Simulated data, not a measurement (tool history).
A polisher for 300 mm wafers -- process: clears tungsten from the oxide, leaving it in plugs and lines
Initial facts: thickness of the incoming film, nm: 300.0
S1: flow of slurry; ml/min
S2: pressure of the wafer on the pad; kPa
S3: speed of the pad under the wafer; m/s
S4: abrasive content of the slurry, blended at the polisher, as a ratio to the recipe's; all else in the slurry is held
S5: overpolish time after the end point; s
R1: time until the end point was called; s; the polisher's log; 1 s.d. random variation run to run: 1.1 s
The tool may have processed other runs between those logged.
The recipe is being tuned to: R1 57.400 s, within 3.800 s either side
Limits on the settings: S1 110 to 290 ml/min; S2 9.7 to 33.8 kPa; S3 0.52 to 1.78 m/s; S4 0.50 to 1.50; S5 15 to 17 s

Run 1, hour 0.0: S1 185 ml/min, S2 21.4 kPa, S3 1.14 m/s, S4 1.00, S5 15 s. Result: R1 73.792 s.
Run 2, hour 7.5: S1 185 ml/min, S2 22.8 kPa, S3 1.16 m/s, S4 1.00, S5 15 s. Result: R1 70.822 s.
Run 3, hour 9.6: S1 185 ml/min, S2 22.8 kPa, S3 1.16 m/s, S4 1.20, S5 15 s. Result: R1 65.132 s.
Run 4, hour 13.0: S1 185 ml/min, S2 23.4 kPa, S3 1.16 m/s, S4 1.20, S5 15 s. Result: R1 64.082 s.
Run 5, hour 16.2: S1 155 ml/min, S2 23.4 kPa, S3 1.16 m/s, S4 1.20, S5 15 s. Result: R1 65.125 s.
Run 6, hour 18.6: S1 155 ml/min, S2 24.1 kPa, S3 1.16 m/s, S4 1.20, S5 15 s. Result: R1 64.238 s.
Run 7, hour 20.5: S1 155 ml/min, S2 24.1 kPa, S3 1.16 m/s, S4 1.20, S5 15 s. Result: R1 64.903 s.
Run 8, hour 28.8: S1 155 ml/min, S2 24.8 kPa, S3 1.16 m/s, S4 1.20, S5 15 s. Result: R1 61.362 s.

Pick the move, out of 5, that brings all results within their allowed miss; only one does.
Run A, hour 37.1: S1 150 ml/min, S2 26.2 kPa, S3 1.20 m/s, S4 1.10, S5 17 s. Result: R1 ?.
Run B, hour 37.1: S1 145 ml/min, S2 24.8 kPa, S3 1.12 m/s, S4 1.15, S5 15 s. Result: R1 ?.
Run C, hour 37.1: S1 145 ml/min, S2 33.8 kPa, S3 0.94 m/s, S4 0.65, S5 17 s. Result: R1 ?.
Run D, hour 37.1: S1 170 ml/min, S2 23.4 kPa, S3 1.06 m/s, S4 1.15, S5 15 s. Result: R1 ?.
Run E, hour 37.1: S1 180 ml/min, S2 22.1 kPa, S3 1.22 m/s, S4 1.30, S5 15 s. Result: R1 ?.

move      R1
   A  58.205
   B  65.031
   C  65.883
   D  71.481
   E  63.777
A: all results land within tolerance of their targets
B: the biggest miss grows against the last run
C: the biggest miss grows against the last run
D: the biggest miss grows against the last run
E: the biggest miss grows against the last run
A meets every target.
